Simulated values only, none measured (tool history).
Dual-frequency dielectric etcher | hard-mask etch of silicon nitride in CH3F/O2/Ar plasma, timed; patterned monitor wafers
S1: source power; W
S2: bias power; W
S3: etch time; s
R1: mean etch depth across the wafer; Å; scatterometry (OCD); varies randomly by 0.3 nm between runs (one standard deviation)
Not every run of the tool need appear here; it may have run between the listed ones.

{"run": 1, "day": 0.0, "S1": 450, "S2": 78, "S3": 98.0, "R1": 777.6}
{"run": 2, "day": 0.067, "S1": 450, "S2": 78, "S3": 98.0, "R1": 771.83}
{"run": 3, "day": 0.121, "S1": 410, "S2": 73, "S3": 97.5, "R1": 720.76}
{"run": 4, "day": 0.338, "S1": 410, "S2": 62, "S3": 97.5, "R1": 695.93}
{"run": 5, "day": 0.438, "S1": 380, "S2": 61, "S3": 97.5, "R1": 661.58}
{"run": 6, "day": 0.662, "S1": 420, "S2": 61, "S3": 97.5, "R1": 700.93}
{"run": 7, "day": 0.854, "S1": 400, "S2": 60, "S3": 97.5, "R1": 672.83}

Estimate the outcome of run 8 from the log above:
{"run": 8, "day": 1.117, "S1": 380, "S2": 60, "S3": 97.5, "R1": "?"}

{"run 8": {"R1": 658.21}}

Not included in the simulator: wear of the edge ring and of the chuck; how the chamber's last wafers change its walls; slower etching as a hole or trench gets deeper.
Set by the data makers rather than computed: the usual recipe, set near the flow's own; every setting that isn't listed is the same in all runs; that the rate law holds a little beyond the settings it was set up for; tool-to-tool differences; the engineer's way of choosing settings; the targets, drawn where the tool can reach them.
